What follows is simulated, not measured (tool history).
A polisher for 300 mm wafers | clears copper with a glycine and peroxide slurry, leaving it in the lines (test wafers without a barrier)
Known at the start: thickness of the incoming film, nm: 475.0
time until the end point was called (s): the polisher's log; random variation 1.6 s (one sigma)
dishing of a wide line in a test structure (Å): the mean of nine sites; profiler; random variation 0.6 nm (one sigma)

| run | hour | flow of slurry (ml/min) | pressure of the wafer on the pad (psi) | speed of the pad under the wafer (cm/s) | overpolish time after the end point (s) | time until the end point was called (s) | dishing of a wide line in a test structure (Å) |
|---|---|---|---|---|---|---|---|
| 1 | 0.0 | 210 | 2.5 | 130 | 13 | 70.566 | 562.88 |
| 2 | 9.0 | 210 | 2.5 | 130 | 11 | 68.804 | 500.68 |
| 3 | 17.6 | 210 | 3.0 | 130 | 11 | 62.715 | 528.95 |
| 4 | 24.7 | 210 | 3.0 | 130 | 8 | 63.245 | 407.29 |
| 5 | 29.5 | 210 | 2.6 | 128 | 9 | 69.188 | 421.43 |
| 6 | 31.2 | 245 | 2.6 | 128 | 9 | 65.808 | 426.28 |

Forecast run 7:
| 7 | 36.7 | 225 | 2.3 | 128 | 10 | ? | ? |

Run 7 gave time until the end point was called (s) 70.705, dishing of a wide line in a test structure (Å) 432.78.

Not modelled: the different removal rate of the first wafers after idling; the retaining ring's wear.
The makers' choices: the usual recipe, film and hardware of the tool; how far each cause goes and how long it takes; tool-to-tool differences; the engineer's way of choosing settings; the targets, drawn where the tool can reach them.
